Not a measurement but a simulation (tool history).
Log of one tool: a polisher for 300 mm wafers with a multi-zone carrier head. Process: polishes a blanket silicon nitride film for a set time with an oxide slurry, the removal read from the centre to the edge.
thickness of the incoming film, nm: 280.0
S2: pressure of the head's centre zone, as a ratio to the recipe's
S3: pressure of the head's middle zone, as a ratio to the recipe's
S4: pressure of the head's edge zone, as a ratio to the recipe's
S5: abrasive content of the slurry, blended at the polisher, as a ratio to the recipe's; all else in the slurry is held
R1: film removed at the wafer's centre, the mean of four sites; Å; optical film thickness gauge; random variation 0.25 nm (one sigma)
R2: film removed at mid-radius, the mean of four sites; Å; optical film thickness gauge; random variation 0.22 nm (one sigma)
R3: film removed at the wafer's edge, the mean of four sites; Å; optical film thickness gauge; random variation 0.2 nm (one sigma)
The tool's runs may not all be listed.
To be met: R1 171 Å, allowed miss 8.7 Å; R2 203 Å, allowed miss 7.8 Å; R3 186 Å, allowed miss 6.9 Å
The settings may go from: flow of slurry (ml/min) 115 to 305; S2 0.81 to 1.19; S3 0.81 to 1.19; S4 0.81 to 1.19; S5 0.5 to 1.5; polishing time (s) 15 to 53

run 1 hour=0 | flow_of_slurry_(ml/min)=195 S2=1 S3=1 S4=1 S5=1 polishing_time_(s)=34 | R1=232.87 R2=237.82 R3=241.6
run 2 hour=3.4 | flow_of_slurry_(ml/min)=195 S2=1.03 S3=1 S4=1 S5=1 polishing_time_(s)=34 | R1=243.56 R2=236.34 R3=236.71
run 3 hour=7.6 | flow_of_slurry_(ml/min)=195 S2=1.02 S3=1.01 S4=0.99 S5=0.95 polishing_time_(s)=34 | R1=235.16 R2=229.7 R3=233.05
run 4 hour=9.6 | flow_of_slurry_(ml/min)=195 S2=1.01 S3=1.03 S4=0.97 S5=0.9 polishing_time_(s)=34 | R1=221.99 R2=230.78 R3=224.78
run 5 hour=12.3 | flow_of_slurry_(ml/min)=195 S2=1.01 S3=1.11 S4=0.97 S5=0.9 polishing_time_(s)=34 | R1=220.05 R2=243.18 R3=226.12
run 6 hour=17.2 | flow_of_slurry_(ml/min)=190 S2=1 S3=1.11 S4=0.96 S5=0.85 polishing_time_(s)=34 | R1=212.09 R2=237.75 R3=217.23
run 7 hour=21.9 | flow_of_slurry_(ml/min)=185 S2=0.99 S3=1.1 S4=0.95 S5=0.85 polishing_time_(s)=34 | R1=214.12 R2=232.58 R3=214.96
run 8 hour=23.1 | flow_of_slurry_(ml/min)=185 S2=0.98 S3=1.1 S4=0.95 S5=0.8 polishing_time_(s)=34 | R1=200.82 R2=225.53 R3=208.55
run 9 hour=25.5 | flow_of_slurry_(ml/min)=180 S2=0.97 S3=1.1 S4=0.94 S5=0.8 polishing_time_(s)=34 | R1=203.02 R2=224.63 R3=203.15
run 10 hour=33.3 | flow_of_slurry_(ml/min)=175 S2=0.95 S3=1.1 S4=0.94 S5=0.8 polishing_time_(s)=34 | R1=190.71 R2=226.22 R3=206.62
run 11 hour=36.5 | flow_of_slurry_(ml/min)=170 S2=0.95 S3=1.09 S4=0.93 S5=0.8 polishing_time_(s)=34 | R1=189.56 R2=221.63 R3=203.67
run 12 hour=43.6 | flow_of_slurry_(ml/min)=165 S2=0.95 S3=1.09 S4=0.92 S5=0.8 polishing_time_(s)=34 | R1=194.64 R2=217.5 R3=201.66
run 13 hour=50.7 | flow_of_slurry_(ml/min)=165 S2=0.94 S3=1.09 S4=0.91 S5=0.8 polishing_time_(s)=34 | R1=186.9 R2=221.07 R3=201.96
run 14 hour=53 | flow_of_slurry_(ml/min)=160 S2=0.94 S3=1.09 S4=0.9 S5=0.8 polishing_time_(s)=34 | R1=192.87 R2=218.81 R3=198.54

5 next moves are on the table. One of them brings every result within its allowed miss. Which?
run A hour=55.3 | flow_of_slurry_(ml/min)=175 S2=0.82 S3=0.99 S4=1.06 S5=0.85 polishing_time_(s)=30 | R1=? R2=? R3=?
run B hour=55.3 | flow_of_slurry_(ml/min)=165 S2=0.87 S3=1.02 S4=0.98 S5=0.75 polishing_time_(s)=31 | R1=? R2=? R3=?
run C hour=55.3 | flow_of_slurry_(ml/min)=165 S2=0.81 S3=1.07 S4=0.89 S5=0.9 polishing_time_(s)=30 | R1=? R2=? R3=?
run D hour=55.3 | flow_of_slurry_(ml/min)=145 S2=0.98 S3=1.15 S4=1.01 S5=0.55 polishing_time_(s)=38 | R1=? R2=? R3=?
run E hour=55.3 | flow_of_slurry_(ml/min)=130 S2=0.83 S3=0.98 S4=1.02 S5=0.7 polishing_time_(s)=36 | R1=? R2=? R3=?

move=A R1=150.5 R2=187.06 R3=199.87
move=B R1=152.74 R2=183.58 R3=184.59
move=C R1=151.17 R2=203.4 R3=187.52
move=D R1=171 R2=202.32 R3=187.5
move=E R1=153.33 R2=188.2 R3=202.69
A: takes the result that was furthest off past its target
B: takes the result that was furthest off past its target
C: takes the result that was furthest off past its target
D: meets every target
E: takes the result that was furthest off past its target
Move D is the one to make.

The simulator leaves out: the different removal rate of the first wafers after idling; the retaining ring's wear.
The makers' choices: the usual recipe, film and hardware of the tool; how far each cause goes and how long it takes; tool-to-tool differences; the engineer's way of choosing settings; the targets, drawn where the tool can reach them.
